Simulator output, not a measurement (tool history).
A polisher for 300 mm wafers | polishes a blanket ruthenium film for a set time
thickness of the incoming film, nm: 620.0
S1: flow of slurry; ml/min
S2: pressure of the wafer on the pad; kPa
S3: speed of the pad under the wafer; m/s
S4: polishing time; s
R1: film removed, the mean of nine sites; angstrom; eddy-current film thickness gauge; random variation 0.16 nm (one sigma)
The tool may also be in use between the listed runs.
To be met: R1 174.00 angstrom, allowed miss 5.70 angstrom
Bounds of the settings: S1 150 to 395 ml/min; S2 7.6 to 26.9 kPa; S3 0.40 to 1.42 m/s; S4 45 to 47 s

| run | day | S1 | S2 | S3 | S4 | R1 |
|---|---|---|---|---|---|---|
| 1 | 0.000 | 250 | 17.2 | 0.90 | 45 | 579.95 |
| 2 | 0.021 | 250 | 17.2 | 0.90 | 47 | 590.94 |
| 3 | 0.262 | 295 | 17.2 | 0.90 | 47 | 604.70 |
| 4 | 0.633 | 255 | 14.5 | 0.76 | 46 | 410.59 |
| 5 | 0.942 | 255 | 14.5 | 0.76 | 47 | 427.51 |
| 6 | 1.088 | 255 | 14.5 | 0.76 | 45 | 406.29 |
| 7 | 1.317 | 255 | 12.4 | 0.66 | 45 | 304.43 |
| 8 | 1.442 | 255 | 11.0 | 0.62 | 45 | 259.16 |
| 9 | 1.692 | 245 | 7.6 | 0.46 | 45 | 136.82 |
| 10 | 1.971 | 270 | 8.3 | 0.46 | 45 | 150.79 |
| 11 | 2.142 | 270 | 9.0 | 0.46 | 45 | 158.95 |

Which of these 5 next moves meets every target?
| A | 2.312 | 295 | 9.0 | 0.40 | 45 | ? |
| B | 2.312 | 395 | 8.3 | 0.46 | 47 | ? |
| C | 2.312 | 245 | 7.6 | 0.54 | 45 | ? |
| D | 2.312 | 200 | 9.0 | 0.50 | 47 | ? |
| E | 2.312 | 275 | 8.3 | 0.44 | 46 | ? |

| move | R1 |
|---|---|
| A | 141.50 |
| B | 159.84 |
| C | 157.72 |
| D | 175.13 |
| E | 145.75 |
A: further off than the last run
B: nearer than the last run, and not there yet
C: further off than the last run
D: meets every target
E: further off than the last run
The right move is D.

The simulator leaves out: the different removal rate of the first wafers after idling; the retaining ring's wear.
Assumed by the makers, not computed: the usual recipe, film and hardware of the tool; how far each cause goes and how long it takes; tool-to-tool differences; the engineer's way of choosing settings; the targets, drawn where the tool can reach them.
